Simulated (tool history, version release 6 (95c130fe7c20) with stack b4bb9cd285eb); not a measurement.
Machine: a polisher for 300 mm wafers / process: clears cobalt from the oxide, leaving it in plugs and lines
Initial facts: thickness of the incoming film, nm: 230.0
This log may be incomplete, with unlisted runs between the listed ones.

run  hour  flow of slurry (ml/min)  pressure of the wafer on the pad (kPa)  speed of the pad under the wafer (cm/s)  overpolish time after the end point (s)  time until the end point was called (s)  dishing of a wide line in a test structure (angstrom)
  1     0                      285                                    17.2                                       90                                       19                                   46.702                                                 468.49
  2   5.9                      285                                    15.9                                       90                                       19                                   50.549                                                  437.9
  3  12.1                      285                                    15.9                                       78                                       19                                   59.188                                                 416.76
  4  17.1                      285                                    15.9                                       66                                       19                                   68.423                                                 378.59
  5  25.6                      320                                    15.9                                       66                                       19                                   65.411                                                 379.65
  6  31.2                      320                                    19.3                                       66                                       19                                   55.035                                                  425.4
  7  35.4                      325                                    21.4                                       70                                       19                                   46.771                                                  449.3

Run 8 comes next. What will it give?
     37.5  -- worn pad replaced by a new one
  8  37.5                      325                                    22.8                                       72                                       20                                        ?                                                      ?

Run 8 came out at time until the end point was called (s) 38.591, dishing of a wide line in a test structure (angstrom) 503.55.
